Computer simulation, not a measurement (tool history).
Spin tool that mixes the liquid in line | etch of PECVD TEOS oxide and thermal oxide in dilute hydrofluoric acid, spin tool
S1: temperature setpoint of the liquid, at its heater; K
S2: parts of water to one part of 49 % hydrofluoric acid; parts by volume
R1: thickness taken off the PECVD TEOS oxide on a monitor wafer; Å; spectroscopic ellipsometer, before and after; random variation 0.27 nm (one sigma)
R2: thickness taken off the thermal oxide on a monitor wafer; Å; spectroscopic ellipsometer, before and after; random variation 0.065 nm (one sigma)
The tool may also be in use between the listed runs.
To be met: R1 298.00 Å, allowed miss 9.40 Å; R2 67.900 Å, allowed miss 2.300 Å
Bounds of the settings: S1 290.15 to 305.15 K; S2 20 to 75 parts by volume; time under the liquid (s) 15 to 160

run 1 hour=0.0 | S1=297.15 S2=45 time_under_the_liquid_(s)=80 | R1=376.46 R2=86.765
run 2 hour=7.9 | S1=295.15 S2=45 time_under_the_liquid_(s)=80 | R1=344.88 R2=78.434
run 3 hour=16.3 | S1=294.15 S2=45 time_under_the_liquid_(s)=80 | R1=335.37 R2=74.362
run 4 hour=18.9 | S1=296.65 S2=45 time_under_the_liquid_(s)=80 | R1=366.58 R2=83.855
run 5 hour=22.9 | S1=295.65 S2=45 time_under_the_liquid_(s)=80 | R1=351.68 R2=79.435
run 6 hour=30.0 | S1=295.15 S2=45 time_under_the_liquid_(s)=80 | R1=339.34 R2=79.411
run 7 hour=31.8 | S1=294.15 S2=45 time_under_the_liquid_(s)=80 | R1=331.69 R2=76.011
run 8 hour=40.1 | S1=294.15 S2=45 time_under_the_liquid_(s)=80 | R1=334.42 R2=75.088

Which of these 4 next moves meets every target?
run A hour=48.4 | S1=291.15 S2=45 time_under_the_liquid_(s)=100 | R1=? R2=?
run B hour=48.4 | S1=296.65 S2=50 time_under_the_liquid_(s)=85 | R1=? R2=?
run C hour=48.4 | S1=298.15 S2=45 time_under_the_liquid_(s)=80 | R1=? R2=?
run D hour=48.4 | S1=296.65 S2=45 time_under_the_liquid_(s)=65 | R1=? R2=?

move=A R1=360.47 R2=82.333
move=B R1=345.26 R2=78.859
move=C R1=386.83 R2=88.353
move=D R1=295.53 R2=67.500
A: further off than the last run
B: further off than the last run
C: further off than the last run
D: meets every target
Answer: D

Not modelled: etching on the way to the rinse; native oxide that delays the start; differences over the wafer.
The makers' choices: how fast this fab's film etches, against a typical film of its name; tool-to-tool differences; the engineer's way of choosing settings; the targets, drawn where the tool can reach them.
